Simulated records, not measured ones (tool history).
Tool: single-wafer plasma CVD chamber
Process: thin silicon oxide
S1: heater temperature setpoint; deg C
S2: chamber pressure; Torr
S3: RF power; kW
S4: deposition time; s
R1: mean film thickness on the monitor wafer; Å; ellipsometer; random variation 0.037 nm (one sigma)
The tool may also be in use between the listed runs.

run,hour,S1,S2,S3,S4,R1
1,0,375,0.564,0.22,11.27,113.76
2,3.6,375,0.564,0.22,11.62,118.12
3,11.9,379,0.564,0.22,11.62,117.62
4,16.2,379,0.549,0.22,11.62,114.9
5,21.8,379,0.549,0.24,11.62,119.29
6,29.9,379,0.533,0.24,11.62,116.15
7,37.9,379,0.518,0.24,11.62,111.81
8,40.8,379,0.507,0.24,11.62,111
# hour 46.4: thermocouple changed; heater temperature recalibrated
9,46.4,379,0.408,0.24,11.62,89.18
10,52.3,379,0.412,0.24,11.62,89.36
11,60.9,379,0.416,0.24,11.62,90.852
12,68.3,379,0.416,0.24,11.62,90.866
13,71.1,379,0.416,0.24,11.62,90.401
14,74.3,379,0.419,0.24,11.62,91.115
15,75.7,379,0.422,0.24,11.62,92.011
16,82.4,379,0.424,0.24,11.62,91.888

Run 17 comes next. What will it give?
17,85.6,379,0.426,0.24,11.62,?

R1: 92.898 Å
